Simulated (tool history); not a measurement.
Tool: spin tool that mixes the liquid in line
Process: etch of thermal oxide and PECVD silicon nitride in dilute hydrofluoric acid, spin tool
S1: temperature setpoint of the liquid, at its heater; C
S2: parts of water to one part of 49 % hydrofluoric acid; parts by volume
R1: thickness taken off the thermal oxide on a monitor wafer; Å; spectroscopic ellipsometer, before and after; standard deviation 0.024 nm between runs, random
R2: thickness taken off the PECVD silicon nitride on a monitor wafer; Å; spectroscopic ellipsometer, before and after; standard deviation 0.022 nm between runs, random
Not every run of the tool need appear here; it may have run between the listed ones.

{"run": 1, "day": 0.0, "S1": 26.0, "S2": 240, "time under the liquid (s)": 180, "R1": 37.181, "R2": 20.664}
{"run": 2, "day": 0.133, "S1": 26.0, "S2": 240, "time under the liquid (s)": 220, "R1": 46.37, "R2": 25.191}
{"run": 3, "day": 0.258, "S1": 26.0, "S2": 295, "time under the liquid (s)": 220, "R1": 35.882, "R2": 20.738}
{"run": 4, "day": 0.462, "S1": 29.0, "S2": 295, "time under the liquid (s)": 220, "R1": 38.974, "R2": 24.569}
{"run": 5, "day": 0.642, "S1": 27.0, "S2": 315, "time under the liquid (s)": 220, "R1": 33.21, "R2": 20.544}
{"run": 6, "day": 0.671, "S1": 25.0, "S2": 325, "time under the liquid (s)": 220, "R1": 30.478, "R2": 17.194}
{"run": 7, "day": 0.946, "S1": 24.5, "S2": 340, "time under the liquid (s)": 220, "R1": 28.716, "R2": 16.166}

What will run 8 give?
{"day": 1.212, "done": "hydrofluoric acid flow meter replaced"}
{"run": 8, "day": 1.212, "S1": 24.0, "S2": 355, "time under the liquid (s)": 220, "R1": "?", "R2": "?"}

R1: 22.794 Å
R2: 13.824 Å
